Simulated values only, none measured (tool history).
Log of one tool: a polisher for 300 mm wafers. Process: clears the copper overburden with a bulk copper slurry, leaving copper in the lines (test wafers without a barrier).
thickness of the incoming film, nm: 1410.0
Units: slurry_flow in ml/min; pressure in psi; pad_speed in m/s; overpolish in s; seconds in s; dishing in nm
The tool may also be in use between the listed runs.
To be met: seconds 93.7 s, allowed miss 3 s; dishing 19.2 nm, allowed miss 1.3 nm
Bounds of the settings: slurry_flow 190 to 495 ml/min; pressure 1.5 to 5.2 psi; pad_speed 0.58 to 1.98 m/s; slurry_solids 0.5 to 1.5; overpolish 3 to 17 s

run  hour  slurry_flow  pressure  pad_speed  slurry_solids  overpolish  seconds  dishing
  1     0          320       3.3       1.28              1           9   93.845   25.749
  2   7.4          320       3.3       1.28              1          12   95.283   26.271
  3  11.7          320       3.2       1.32              1           9   94.412   26.805
  4  16.3          370       3.7       1.08            1.1          10   93.502   27.788
  5  22.1          310       3.6        1.2            0.9           8   96.046   25.524
  6  26.2          270       3.8       1.22           0.75           6   96.051   24.379
  7  33.2          245       3.9       1.24           0.65           5   98.328   23.381
  8  40.2          225         4       1.26            0.6           4   99.453   21.401
  9  42.3          215       4.1       1.28           0.55           4   96.591   20.693
 10    44          205       4.2       1.28           0.55           4    94.84   22.327
 11  46.6          245         4       1.34           0.55           4   94.969   21.819
 12    52          225         4        1.4           0.55           4   90.973   22.291
 13  56.5          215       4.2       1.34           0.55           4   92.231   22.074
 14  59.9          190       4.2       1.28            0.7           3   90.824     19.4

Which of these 4 next moves meets every target?
  A  63.3          290       3.7        1.4           0.75           4        ?        ?
  B  63.3          275       3.5       1.44           0.65           4        ?        ?
  C  63.3          190       4.7       1.14           0.75           3        ?        ?
  D  63.3          210       4.5       1.18            0.6           3        ?        ?

move  seconds  dishing
   A   85.623   21.815
   B   92.326   21.167
   C   86.698   19.277
   D   92.412   18.656
A: further off than the last run
B: brings the result that was furthest off to its target, and leaves another outside
C: further off than the last run
D: meets every target
Move D is the one to make.

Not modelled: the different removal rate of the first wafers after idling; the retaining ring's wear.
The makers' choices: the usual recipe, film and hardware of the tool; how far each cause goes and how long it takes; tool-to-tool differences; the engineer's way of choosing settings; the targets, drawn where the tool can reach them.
